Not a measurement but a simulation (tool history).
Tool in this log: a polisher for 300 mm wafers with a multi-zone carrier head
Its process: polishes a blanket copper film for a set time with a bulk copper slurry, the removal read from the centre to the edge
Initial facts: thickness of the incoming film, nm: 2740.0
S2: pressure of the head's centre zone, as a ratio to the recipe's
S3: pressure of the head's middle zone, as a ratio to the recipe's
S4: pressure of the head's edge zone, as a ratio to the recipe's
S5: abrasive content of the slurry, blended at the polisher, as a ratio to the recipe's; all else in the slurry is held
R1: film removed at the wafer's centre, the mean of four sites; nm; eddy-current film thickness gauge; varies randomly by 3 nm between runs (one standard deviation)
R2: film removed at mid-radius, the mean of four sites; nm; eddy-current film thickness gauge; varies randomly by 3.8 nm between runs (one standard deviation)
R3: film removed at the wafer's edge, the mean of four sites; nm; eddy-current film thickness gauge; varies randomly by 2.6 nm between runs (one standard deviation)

Run 1, hour 0.0: flow of slurry (ml/min) 165, S2 1.00, S3 1.00, S4 1.00, S5 1.00, polishing time (s) 42. Result: R1 366.56 nm, R2 347.36 nm, R3 349.78 nm.
Run 2, hour 1.3: flow of slurry (ml/min) 160, S2 0.96, S3 1.01, S4 1.02, S5 1.00, polishing time (s) 42. Result: R1 345.34 nm, R2 351.80 nm, R3 349.40 nm.
Run 3, hour 4.3: flow of slurry (ml/min) 160, S2 0.96, S3 1.01, S4 1.02, S5 1.00, polishing time (s) 37. Result: R1 302.56 nm, R2 308.55 nm, R3 308.65 nm.
Run 4, hour 13.1: flow of slurry (ml/min) 160, S2 0.96, S3 1.01, S4 1.02, S5 0.85, polishing time (s) 37. Result: R1 292.01 nm, R2 292.88 nm, R3 294.27 nm.
Run 5, hour 22.1: flow of slurry (ml/min) 160, S2 1.00, S3 1.01, S4 1.02, S5 0.85, polishing time (s) 37. Result: R1 298.10 nm, R2 294.73 nm, R3 294.13 nm.
Run 6, hour 27.4: flow of slurry (ml/min) 170, S2 0.97, S3 1.02, S4 1.05, S5 0.90, polishing time (s) 37. Result: R1 306.10 nm, R2 305.20 nm, R3 308.78 nm.
Run 7, hour 33.0: flow of slurry (ml/min) 175, S2 0.94, S3 1.04, S4 1.08, S5 0.95, polishing time (s) 37. Result: R1 300.53 nm, R2 316.12 nm, R3 315.90 nm.

Run 8 has not been measured yet. What should we expect?
Run 8, hour 39.9: flow of slurry (ml/min) 180, S2 0.91, S3 1.05, S4 1.10, S5 1.00, polishing time (s) 37. Result: R1 ?, R2 ?, R3 ?.

{"run 8": {"R1": 292.06, "R2": 327.26, "R3": 325.35}}
